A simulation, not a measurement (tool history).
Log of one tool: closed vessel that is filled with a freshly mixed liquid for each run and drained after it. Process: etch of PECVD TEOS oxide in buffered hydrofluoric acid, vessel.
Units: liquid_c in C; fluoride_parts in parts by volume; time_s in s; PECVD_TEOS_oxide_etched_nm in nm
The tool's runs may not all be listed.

Run 1, day 0: liquid_c 24 C, fluoride_parts 12 parts by volume, time_s 95 s. Result: PECVD_TEOS_oxide_etched_nm 298.29 nm.
Run 2, day 0.346: liquid_c 26.5 C, fluoride_parts 10 parts by volume, time_s 95 s. Result: PECVD_TEOS_oxide_etched_nm 408.05 nm.
Run 3, day 0.512: liquid_c 26.5 C, fluoride_parts 10 parts by volume, time_s 95 s. Result: PECVD_TEOS_oxide_etched_nm 404.96 nm.
Run 4, day 0.717: liquid_c 26.5 C, fluoride_parts 10 parts by volume, time_s 105 s. Result: PECVD_TEOS_oxide_etched_nm 447.41 nm.
Run 5, day 1.067: liquid_c 26.5 C, fluoride_parts 10 parts by volume, time_s 105 s. Result: PECVD_TEOS_oxide_etched_nm 451.81 nm.
Run 6, day 1.204: liquid_c 28 C, fluoride_parts 9 parts by volume, time_s 105 s. Result: PECVD_TEOS_oxide_etched_nm 517.21 nm.
Run 7, day 1.467: liquid_c 29 C, fluoride_parts 8 parts by volume, time_s 105 s. Result: PECVD_TEOS_oxide_etched_nm 619.81 nm.

The next listed run, before its measurement:
Run 8, day 1.712: liquid_c 32 C, fluoride_parts 8 parts by volume, time_s 105 s. Result: PECVD_TEOS_oxide_etched_nm ?.

Run 8 gave PECVD_TEOS_oxide_etched_nm 735.21 nm.

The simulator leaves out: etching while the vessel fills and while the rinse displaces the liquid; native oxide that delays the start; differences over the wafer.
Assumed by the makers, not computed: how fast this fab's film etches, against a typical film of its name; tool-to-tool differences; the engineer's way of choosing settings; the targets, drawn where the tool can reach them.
